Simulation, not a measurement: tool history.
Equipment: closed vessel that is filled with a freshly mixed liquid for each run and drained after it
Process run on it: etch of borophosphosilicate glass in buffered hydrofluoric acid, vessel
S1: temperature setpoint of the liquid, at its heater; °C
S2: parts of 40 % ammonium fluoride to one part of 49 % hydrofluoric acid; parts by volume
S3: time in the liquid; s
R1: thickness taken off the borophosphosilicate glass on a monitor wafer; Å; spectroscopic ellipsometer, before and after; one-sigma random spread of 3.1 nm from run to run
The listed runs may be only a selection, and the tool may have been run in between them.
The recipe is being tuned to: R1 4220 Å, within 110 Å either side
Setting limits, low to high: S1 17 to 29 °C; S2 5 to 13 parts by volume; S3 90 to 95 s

{"run": 1, "hour": 0.0, "S1": 21, "S2": 8, "S3": 90, "R1": 3098.6}
{"run": 2, "hour": 1.5, "S1": 22, "S2": 8, "S3": 90, "R1": 3279.2}
{"run": 3, "hour": 5.7, "S1": 22.5, "S2": 8, "S3": 90, "R1": 3381.3}
{"run": 4, "hour": 7.3, "S1": 23, "S2": 8, "S3": 90, "R1": 3457.9}
{"run": 5, "hour": 13.0, "S1": 23, "S2": 8, "S3": 95, "R1": 3647.2}
{"run": 6, "hour": 16.4, "S1": 23.5, "S2": 8, "S3": 95, "R1": 3777}
{"run": 7, "hour": 22.2, "S1": 24, "S2": 8, "S3": 95, "R1": 3893.6}
{"run": 8, "hour": 28.7, "S1": 24, "S2": 8, "S3": 95, "R1": 3894.5}
{"run": 9, "hour": 29.6, "S1": 25, "S2": 8, "S3": 95, "R1": 4048.3}

Of the 4 settings listed for the next run, only one would bring every result within its allowed miss of target. Which one?
{"run": "A", "hour": 30.5, "S1": 23.5, "S2": 7.5, "S3": 90, "R1": "?"}
{"run": "B", "hour": 30.5, "S1": 29, "S2": 9, "S3": 90, "R1": "?"}
{"run": "C", "hour": 30.5, "S1": 25, "S2": 8.5, "S3": 95, "R1": "?"}
{"run": "D", "hour": 30.5, "S1": 25.5, "S2": 8.5, "S3": 95, "R1": "?"}

move=A R1=3802.5
move=B R1=4170.8
move=C R1=3793.6
move=D R1=3896.3
A: further off than the last run
B: in spec on every target
C: further off than the last run
D: further off than the last run
B is the move that brings every result within its allowed miss.
